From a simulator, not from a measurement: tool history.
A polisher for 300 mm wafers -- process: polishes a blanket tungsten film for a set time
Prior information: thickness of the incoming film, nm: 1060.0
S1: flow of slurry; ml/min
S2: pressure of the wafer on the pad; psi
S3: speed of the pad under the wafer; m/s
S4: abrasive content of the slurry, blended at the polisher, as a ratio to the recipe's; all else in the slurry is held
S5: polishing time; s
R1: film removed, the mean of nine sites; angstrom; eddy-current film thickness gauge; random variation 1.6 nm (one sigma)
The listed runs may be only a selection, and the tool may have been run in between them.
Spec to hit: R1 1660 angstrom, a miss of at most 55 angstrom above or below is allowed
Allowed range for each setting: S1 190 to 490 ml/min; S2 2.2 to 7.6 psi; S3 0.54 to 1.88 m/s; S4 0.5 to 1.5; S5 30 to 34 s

Run 1, hour 0: S1 315 ml/min, S2 4.9 psi, S3 1.2 m/s, S4 1, S5 34 s. Result: R1 2448.6 angstrom.
Run 2, hour 1.3: S1 315 ml/min, S2 4.9 psi, S3 1.2 m/s, S4 1, S5 30 s. Result: R1 2178.5 angstrom.
Run 3, hour 8.5: S1 315 ml/min, S2 4.9 psi, S3 1.2 m/s, S4 0.8, S5 30 s. Result: R1 2028.8 angstrom.
Run 4, hour 16: S1 315 ml/min, S2 4.7 psi, S3 1.2 m/s, S4 0.8, S5 30 s. Result: R1 1981.9 angstrom.
Run 5, hour 23.7: S1 315 ml/min, S2 4.5 psi, S3 1.2 m/s, S4 0.8, S5 30 s. Result: R1 1885.3 angstrom.
Run 6, hour 30.8: S1 315 ml/min, S2 4.4 psi, S3 1.2 m/s, S4 0.8, S5 30 s. Result: R1 1836.5 angstrom.
Run 7, hour 35: S1 315 ml/min, S2 4.3 psi, S3 1.2 m/s, S4 0.8, S5 30 s. Result: R1 1795.5 angstrom.
Run 8, hour 40: S1 315 ml/min, S2 4.2 psi, S3 1.2 m/s, S4 0.8, S5 30 s. Result: R1 1776 angstrom.
Run 9, hour 44.6: S1 315 ml/min, S2 4.1 psi, S3 1.2 m/s, S4 0.8, S5 30 s. Result: R1 1712.6 angstrom.

Which single option among these 4 for the next run brings every result within its allowed miss of target? Just one does.
Run A, hour 49.2: S1 405 ml/min, S2 3.3 psi, S3 1.26 m/s, S4 1, S5 34 s. Result: R1 ?.
Run B, hour 49.2: S1 250 ml/min, S2 4.8 psi, S3 1.04 m/s, S4 0.9, S5 30 s. Result: R1 ?.
Run C, hour 49.2: S1 245 ml/min, S2 3.2 psi, S3 1.4 m/s, S4 0.9, S5 34 s. Result: R1 ?.
Run D, hour 49.2: S1 340 ml/min, S2 3.9 psi, S3 1.22 m/s, S4 0.8, S5 30 s. Result: R1 ?.

move      R1
   A  1803.9
   B  1786.8
   C  1825.9
   D  1694.9
A: further off than the last run
B: further off than the last run
C: further off than the last run
D: meets every target
Correct choice: D, which meets every target

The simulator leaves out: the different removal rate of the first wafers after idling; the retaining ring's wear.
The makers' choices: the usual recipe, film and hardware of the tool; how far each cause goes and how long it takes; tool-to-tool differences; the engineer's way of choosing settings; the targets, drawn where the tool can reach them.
